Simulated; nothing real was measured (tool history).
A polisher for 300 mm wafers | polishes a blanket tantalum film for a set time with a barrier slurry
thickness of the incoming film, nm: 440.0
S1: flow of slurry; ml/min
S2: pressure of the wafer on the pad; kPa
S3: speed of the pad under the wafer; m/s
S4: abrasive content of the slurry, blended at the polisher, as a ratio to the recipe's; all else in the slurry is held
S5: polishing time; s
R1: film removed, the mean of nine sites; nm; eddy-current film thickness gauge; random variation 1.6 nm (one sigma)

run 1 hour=0 | S1=240 S2=13.1 S3=1.24 S4=1 S5=100 | R1=181.52
run 2 hour=1.5 | S1=240 S2=13.1 S3=1.38 S4=1 S5=100 | R1=202.74
run 3 hour=9.6 | S1=240 S2=16.5 S3=1.38 S4=1 S5=100 | R1=246.87
run 4 hour=12 | S1=240 S2=13.8 S3=1.32 S4=1 S5=100 | R1=200.48
run 5 hour=14.8 | S1=240 S2=11.7 S3=1.3 S4=1 S5=100 | R1=176.46
run 6 hour=20 | S1=240 S2=10.3 S3=1.28 S4=1 S5=100 | R1=158.35

Forecast run 7:
run 7 hour=23.2 | S1=240 S2=6.2 S3=1.26 S4=1 S5=100 | R1=?

{"run 7": {"R1": 104.19}}
